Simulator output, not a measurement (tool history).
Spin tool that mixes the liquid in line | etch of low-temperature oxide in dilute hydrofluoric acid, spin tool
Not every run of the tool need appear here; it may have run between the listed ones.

run,hour,temperature setpoint of the liquid (°C),parts of water to one part of 49 % hydrofluoric acid (parts by volume),time under the liquid (s),thickness taken off the low-temperature oxide on a monitor wafer (nm)
1,0,21,125,240,30.856
2,6.7,18,125,240,27.744
3,13.1,21.5,125,240,31.145
4,20.3,22.5,120,240,34.501
5,21,23.5,115,240,37.198
6,24,25,115,240,39.398

The next listed run, before its measurement:
7,28.8,25.5,110,240,?

Run 7 came out at thickness taken off the low-temperature oxide on a monitor wafer (nm) 42.265.
